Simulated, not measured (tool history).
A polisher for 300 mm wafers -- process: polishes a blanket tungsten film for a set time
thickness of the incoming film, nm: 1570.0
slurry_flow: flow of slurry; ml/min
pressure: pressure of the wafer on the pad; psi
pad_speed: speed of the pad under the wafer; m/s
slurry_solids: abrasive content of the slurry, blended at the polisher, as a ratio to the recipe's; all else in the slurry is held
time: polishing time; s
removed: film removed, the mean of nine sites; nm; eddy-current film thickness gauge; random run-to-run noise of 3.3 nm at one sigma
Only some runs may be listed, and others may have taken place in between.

run 1 hour=0.0 | slurry_flow=145 pressure=3.8 pad_speed=0.84 slurry_solids=1.00 time=46 | removed=151.29
run 2 hour=8.2 | slurry_flow=145 pressure=4.0 pad_speed=0.84 slurry_solids=1.00 time=46 | removed=161.48
run 3 hour=13.5 | slurry_flow=145 pressure=4.0 pad_speed=0.84 slurry_solids=1.15 time=46 | removed=165.43
run 4 hour=16.7 | slurry_flow=145 pressure=4.2 pad_speed=0.84 slurry_solids=1.15 time=46 | removed=175.80
run 5 hour=18.2 | slurry_flow=145 pressure=4.2 pad_speed=0.84 slurry_solids=1.30 time=46 | removed=178.96
run 6 hour=24.3 | slurry_flow=145 pressure=4.8 pad_speed=0.84 slurry_solids=1.30 time=46 | removed=206.68
run 7 hour=30.1 | slurry_flow=145 pressure=4.9 pad_speed=0.84 slurry_solids=1.30 time=46 | removed=214.68
run 8 hour=36.8 | slurry_flow=145 pressure=5.0 pad_speed=0.84 slurry_solids=1.30 time=46 | removed=213.76
run 9 hour=38.2 | slurry_flow=145 pressure=5.1 pad_speed=0.84 slurry_solids=1.30 time=46 | removed=219.75

Estimate the outcome of run 10 from the log above:
run 10 hour=42.7 | slurry_flow=145 pressure=5.2 pad_speed=0.84 slurry_solids=1.30 time=46 | removed=?

removed: 217.59 nm
